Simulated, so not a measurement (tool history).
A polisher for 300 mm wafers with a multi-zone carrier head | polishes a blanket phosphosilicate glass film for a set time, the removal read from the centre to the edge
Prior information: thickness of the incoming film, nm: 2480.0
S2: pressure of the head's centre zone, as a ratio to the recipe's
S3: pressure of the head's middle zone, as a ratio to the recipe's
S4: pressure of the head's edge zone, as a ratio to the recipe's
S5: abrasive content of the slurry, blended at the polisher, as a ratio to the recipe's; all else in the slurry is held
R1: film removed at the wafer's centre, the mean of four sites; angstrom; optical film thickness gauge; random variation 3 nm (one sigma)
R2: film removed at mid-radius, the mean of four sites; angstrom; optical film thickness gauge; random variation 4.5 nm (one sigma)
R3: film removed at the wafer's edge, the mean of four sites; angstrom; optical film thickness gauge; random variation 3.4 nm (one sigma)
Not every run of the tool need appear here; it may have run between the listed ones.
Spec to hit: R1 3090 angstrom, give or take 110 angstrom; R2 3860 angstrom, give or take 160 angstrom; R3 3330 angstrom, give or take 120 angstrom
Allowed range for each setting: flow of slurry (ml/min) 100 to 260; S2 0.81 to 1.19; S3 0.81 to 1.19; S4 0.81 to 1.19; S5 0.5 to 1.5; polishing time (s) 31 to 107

Run 1, hour 0: flow of slurry (ml/min) 165, S2 1, S3 1, S4 1, S5 1, polishing time (s) 69. Result: R1 4801.7 angstrom, R2 4961.4 angstrom, R3 5069.9 angstrom.
Run 2, hour 2.8: flow of slurry (ml/min) 165, S2 0.98, S3 1.02, S4 0.97, S5 0.9, polishing time (s) 68. Result: R1 4556.9 angstrom, R2 4932.4 angstrom, R3 4804.2 angstrom.
Run 3, hour 3.4: flow of slurry (ml/min) 165, S2 0.96, S3 1.03, S4 0.95, S5 0.85, polishing time (s) 66. Result: R1 4229.5 angstrom, R2 4744.3 angstrom, R3 4475.2 angstrom.
Run 4, hour 7: flow of slurry (ml/min) 165, S2 1.04, S3 1.03, S4 0.95, S5 0.85, polishing time (s) 66. Result: R1 4575 angstrom, R2 4738.8 angstrom, R3 4572.1 angstrom.
Run 5, hour 10.7: flow of slurry (ml/min) 200, S2 1.04, S3 1.03, S4 0.95, S5 0.85, polishing time (s) 66. Result: R1 4862.8 angstrom, R2 4893 angstrom, R3 4650.9 angstrom.
Run 6, hour 12.6: flow of slurry (ml/min) 195, S2 1.01, S3 1.03, S4 0.94, S5 0.8, polishing time (s) 64. Result: R1 4459.2 angstrom, R2 4677.7 angstrom, R3 4397.1 angstrom.
Run 7, hour 15.6: flow of slurry (ml/min) 190, S2 0.99, S3 1.03, S4 0.92, S5 0.75, polishing time (s) 63. Result: R1 4190.3 angstrom, R2 4519.2 angstrom, R3 4191.9 angstrom.
Run 8, hour 19.8: flow of slurry (ml/min) 185, S2 0.97, S3 1.03, S4 0.91, S5 0.7, polishing time (s) 62. Result: R1 3987.2 angstrom, R2 4244 angstrom, R3 3960.5 angstrom.
Run 9, hour 26.5: flow of slurry (ml/min) 175, S2 0.95, S3 1.04, S4 0.9, S5 0.65, polishing time (s) 62. Result: R1 3671.3 angstrom, R2 4260.7 angstrom, R3 3898.1 angstrom.
Run 10, hour 29.6: flow of slurry (ml/min) 175, S2 0.94, S3 1.04, S4 0.89, S5 0.6, polishing time (s) 61. Result: R1 3558.1 angstrom, R2 4039.9 angstrom, R3 3629.1 angstrom.
Run 11, hour 34.1: flow of slurry (ml/min) 175, S2 0.94, S3 1.04, S4 0.89, S5 0.6, polishing time (s) 61. Result: R1 3549.8 angstrom, R2 3969.2 angstrom, R3 3711 angstrom.
Run 12, hour 37.9: flow of slurry (ml/min) 175, S2 0.94, S3 1.04, S4 0.89, S5 0.6, polishing time (s) 61. Result: R1 3543.5 angstrom, R2 4039.5 angstrom, R3 3705.8 angstrom.
Run 13, hour 40: flow of slurry (ml/min) 170, S2 0.93, S3 1.05, S4 0.88, S5 0.6, polishing time (s) 61. Result: R1 3506.3 angstrom, R2 4005.3 angstrom, R3 3675.2 angstrom.
Run 14, hour 47.9: flow of slurry (ml/min) 165, S2 0.92, S3 1.06, S4 0.87, S5 0.6, polishing time (s) 61. Result: R1 3410.9 angstrom, R2 4049 angstrom, R3 3704.8 angstrom.
Run 15, hour 49.5: flow of slurry (ml/min) 150, S2 0.93, S3 1.11, S4 0.81, S5 0.5, polishing time (s) 58. Result: R1 3049.6 angstrom, R2 3703.5 angstrom, R3 3167.8 angstrom.
Run 16, hour 54.4: flow of slurry (ml/min) 150, S2 0.93, S3 1.11, S4 0.82, S5 0.5, polishing time (s) 58. Result: R1 3039.6 angstrom, R2 3783.2 angstrom, R3 3139.4 angstrom.
Run 17, hour 59.5: flow of slurry (ml/min) 150, S2 0.93, S3 1.11, S4 0.83, S5 0.5, polishing time (s) 58. Result: R1 3043.9 angstrom, R2 3696.3 angstrom, R3 3211.2 angstrom.
At hour 67.1: slurry nozzle cleaned.
Run 18, hour 67.1: flow of slurry (ml/min) 160, S2 0.92, S3 1.12, S4 0.84, S5 0.5, polishing time (s) 58. Result: R1 3351.1 angstrom, R2 4113.8 angstrom, R3 3464.8 angstrom.
Run 19, hour 75.3: flow of slurry (ml/min) 155, S2 0.92, S3 1.12, S4 0.84, S5 0.5, polishing time (s) 58. Result: R1 3384 angstrom, R2 4197.5 angstrom, R3 3485.8 angstrom.
Run 20, hour 81.5: flow of slurry (ml/min) 150, S2 0.92, S3 1.12, S4 0.84, S5 0.5, polishing time (s) 58. Result: R1 3329.2 angstrom, R2 4171 angstrom, R3 3361.1 angstrom.
Run 21, hour 89.1: flow of slurry (ml/min) 145, S2 0.92, S3 1.11, S4 0.84, S5 0.5, polishing time (s) 58. Result: R1 3243 angstrom, R2 4025.4 angstrom, R3 3293.2 angstrom.

Exercise: of the 4 proposed moves below, exactly one satisfies all targets within the stated allowed misses. Which move is it?
Run A, hour 96.7: flow of slurry (ml/min) 120, S2 1, S3 1.07, S4 0.9, S5 0.5, polishing time (s) 58. Result: R1 ?, R2 ?, R3 ?.
Run B, hour 96.7: flow of slurry (ml/min) 155, S2 1, S3 1.06, S4 0.84, S5 0.5, polishing time (s) 52. Result: R1 ?, R2 ?, R3 ?.
Run C, hour 96.7: flow of slurry (ml/min) 190, S2 0.84, S3 1.04, S4 0.81, S5 0.65, polishing time (s) 52. Result: R1 ?, R2 ?, R3 ?.
Run D, hour 96.7: flow of slurry (ml/min) 180, S2 0.94, S3 1.04, S4 0.81, S5 0.55, polishing time (s) 55. Result: R1 ?, R2 ?, R3 ?.

move      R1      R2      R3
   A  3396.6  3702.1  3319.7
   B  3264.2  3499.8  3012.1
   C  3054.3  3827.2  3259.5
   D  3428.8    3838  3278.3
A: further off than the last run
B: further off than the last run
C: all results land within tolerance of their targets
D: further off than the last run
Correct choice: C, which meets every target
